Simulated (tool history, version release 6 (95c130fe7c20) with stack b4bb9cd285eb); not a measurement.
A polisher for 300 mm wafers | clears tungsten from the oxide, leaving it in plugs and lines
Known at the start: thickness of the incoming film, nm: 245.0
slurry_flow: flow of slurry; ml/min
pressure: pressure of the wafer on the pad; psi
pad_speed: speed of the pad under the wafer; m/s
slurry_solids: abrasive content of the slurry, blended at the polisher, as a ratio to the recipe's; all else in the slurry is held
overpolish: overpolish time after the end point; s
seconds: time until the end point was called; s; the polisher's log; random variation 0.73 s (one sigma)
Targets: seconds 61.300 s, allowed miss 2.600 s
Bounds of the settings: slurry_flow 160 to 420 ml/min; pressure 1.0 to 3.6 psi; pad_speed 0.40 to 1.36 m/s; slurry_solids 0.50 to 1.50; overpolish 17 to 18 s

Run 1, hour 0.0: slurry_flow 270 ml/min, pressure 2.3 psi, pad_speed 0.88 m/s, slurry_solids 1.00, overpolish 17 s. Result: seconds 82.187 s.
Run 2, hour 9.0: slurry_flow 325 ml/min, pressure 2.3 psi, pad_speed 0.88 m/s, slurry_solids 1.00, overpolish 17 s. Result: seconds 82.585 s.
Run 3, hour 13.5: slurry_flow 325 ml/min, pressure 2.4 psi, pad_speed 0.88 m/s, slurry_solids 1.00, overpolish 17 s. Result: seconds 79.546 s.
Run 4, hour 14.2: slurry_flow 325 ml/min, pressure 2.2 psi, pad_speed 0.88 m/s, slurry_solids 1.00, overpolish 17 s. Result: seconds 85.735 s.
Run 5, hour 23.1: slurry_flow 325 ml/min, pressure 2.2 psi, pad_speed 0.88 m/s, slurry_solids 0.85, overpolish 17 s. Result: seconds 92.075 s.
Run 6, hour 24.2: slurry_flow 325 ml/min, pressure 2.8 psi, pad_speed 0.88 m/s, slurry_solids 0.85, overpolish 17 s. Result: seconds 73.009 s.
Run 7, hour 27.9: slurry_flow 325 ml/min, pressure 2.9 psi, pad_speed 0.88 m/s, slurry_solids 0.85, overpolish 17 s. Result: seconds 70.633 s.
Run 8, hour 33.2: slurry_flow 325 ml/min, pressure 2.9 psi, pad_speed 0.88 m/s, slurry_solids 0.85, overpolish 17 s. Result: seconds 68.765 s.
Run 9, hour 38.3: slurry_flow 325 ml/min, pressure 3.0 psi, pad_speed 0.88 m/s, slurry_solids 0.85, overpolish 17 s. Result: seconds 67.898 s.
Run 10, hour 39.1: slurry_flow 325 ml/min, pressure 3.1 psi, pad_speed 0.88 m/s, slurry_solids 0.85, overpolish 17 s. Result: seconds 65.956 s.

Which of these 5 next moves meets every target?
Run A, hour 39.9: slurry_flow 310 ml/min, pressure 3.0 psi, pad_speed 0.96 m/s, slurry_solids 0.75, overpolish 17 s. Result: seconds ?.
Run B, hour 39.9: slurry_flow 405 ml/min, pressure 2.3 psi, pad_speed 1.02 m/s, slurry_solids 0.95, overpolish 17 s. Result: seconds ?.
Run C, hour 39.9: slurry_flow 305 ml/min, pressure 3.3 psi, pad_speed 0.94 m/s, slurry_solids 0.60, overpolish 17 s. Result: seconds ?.
Run D, hour 39.9: slurry_flow 255 ml/min, pressure 3.5 psi, pad_speed 1.00 m/s, slurry_solids 0.55, overpolish 17 s. Result: seconds ?.
Run E, hour 39.9: slurry_flow 335 ml/min, pressure 2.8 psi, pad_speed 0.90 m/s, slurry_solids 0.90, overpolish 18 s. Result: seconds ?.

move  seconds
   A   66.799
   B   74.538
   C   66.973
   D   63.002
   E   70.382
A: further off than the last run
B: further off than the last run
C: further off than the last run
D: meets every target
E: further off than the last run
Answer: D
